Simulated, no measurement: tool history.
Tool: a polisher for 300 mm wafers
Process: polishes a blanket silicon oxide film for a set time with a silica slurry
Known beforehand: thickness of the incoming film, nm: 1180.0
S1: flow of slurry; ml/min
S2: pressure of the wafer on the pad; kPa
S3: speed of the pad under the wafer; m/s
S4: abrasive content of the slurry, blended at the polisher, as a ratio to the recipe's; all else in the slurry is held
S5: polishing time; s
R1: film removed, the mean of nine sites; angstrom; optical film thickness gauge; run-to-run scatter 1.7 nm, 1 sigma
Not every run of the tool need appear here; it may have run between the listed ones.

run,day,S1,S2,S3,S4,S5,R1
1,0.000,270,24.1,1.34,1.0,79,2032.8
2,0.096,225,24.1,1.34,1.0,79,1983.6
3,0.208,225,22.8,1.34,1.0,79,1863.9
4,0.454,190,22.8,1.34,1.0,79,1804.9
5,0.746,190,25.5,1.34,1.0,79,2030.4
6,0.829,190,23.4,1.34,1.0,79,1833.1
7,0.888,185,22.8,1.34,1.0,79,1811.5
8,1.121,185,22.1,1.34,1.0,79,1753.1
9,1.283,185,22.1,1.34,1.0,79,1748.1

What will run 10 give?
10,1.329,185,22.1,1.34,1.0,79,?

Run 10 gave R1 1716.4 angstrom.
